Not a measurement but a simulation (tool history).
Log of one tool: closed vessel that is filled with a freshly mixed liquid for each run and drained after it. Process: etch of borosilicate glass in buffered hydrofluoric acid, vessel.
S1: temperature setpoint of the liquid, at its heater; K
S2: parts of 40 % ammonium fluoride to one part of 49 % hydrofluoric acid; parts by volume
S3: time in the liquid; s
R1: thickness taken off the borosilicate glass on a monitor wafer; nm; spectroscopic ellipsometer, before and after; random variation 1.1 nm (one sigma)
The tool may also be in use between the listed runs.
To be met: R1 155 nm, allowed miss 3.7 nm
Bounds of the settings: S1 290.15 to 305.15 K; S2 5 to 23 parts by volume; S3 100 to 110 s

run  hour      S1    S2   S3      R1
  1     0  298.15    14  100  87.111
  2   5.4  299.15  13.5  100  97.307
  3  10.9  296.65  13.5  100  83.559
  4  16.5  297.65  13.5  100  88.673
  5  23.4  294.65  13.5  100  75.441
  6  25.1  295.65    13  100  81.508
  7  26.1  296.65    13  100  87.406
  8  31.7  297.65    13  100  91.262
  9  35.1  298.65    13  100  96.455
 10  41.2  302.65    11  100  142.02
 11  48.1  303.65    11  100  150.36

Which of these 4 next moves meets every target?
  A    55  304.65  12.5  105   ?
  B    55  305.15    12  100   ?
  C    55  305.15    12  105   ?
  D    55  304.65    13  110   ?

move      R1
   A  143.58
   B  146.03
   C  153.34
   D  144.72
A: further off than the last run
B: further off than the last run
C: meets every target
D: further off than the last run
The right move is C.

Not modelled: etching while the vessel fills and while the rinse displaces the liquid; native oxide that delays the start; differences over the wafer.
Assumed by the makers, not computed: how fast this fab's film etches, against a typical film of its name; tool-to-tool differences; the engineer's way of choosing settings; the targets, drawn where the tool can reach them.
